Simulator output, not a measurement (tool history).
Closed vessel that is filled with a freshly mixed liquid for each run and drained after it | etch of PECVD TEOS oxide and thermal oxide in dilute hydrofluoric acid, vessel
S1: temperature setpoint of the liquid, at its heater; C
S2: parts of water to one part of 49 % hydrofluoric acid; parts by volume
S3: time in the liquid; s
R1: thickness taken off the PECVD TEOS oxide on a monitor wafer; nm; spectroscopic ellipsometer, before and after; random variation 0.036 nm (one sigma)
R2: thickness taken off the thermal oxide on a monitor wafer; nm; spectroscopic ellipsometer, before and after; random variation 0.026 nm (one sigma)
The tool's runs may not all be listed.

run	hour	S1	S2	S3	R1	R2
1	0.0	26.0	70	60	7.0168	3.7280
2	8.5	24.5	70	60	6.7129	3.5478
3	9.5	24.5	60	60	7.8896	4.2272
4	16.3	24.5	80	60	5.7686	3.0215
5	19.9	24.5	80	40	3.8162	2.0576
6	26.8	24.5	70	40	4.4787	2.3432

Run 7 comes next. What will it give?
7	31.3	25.0	70	40	?	?

Run 7 gave R1 4.5139 nm, R2 2.4093 nm.

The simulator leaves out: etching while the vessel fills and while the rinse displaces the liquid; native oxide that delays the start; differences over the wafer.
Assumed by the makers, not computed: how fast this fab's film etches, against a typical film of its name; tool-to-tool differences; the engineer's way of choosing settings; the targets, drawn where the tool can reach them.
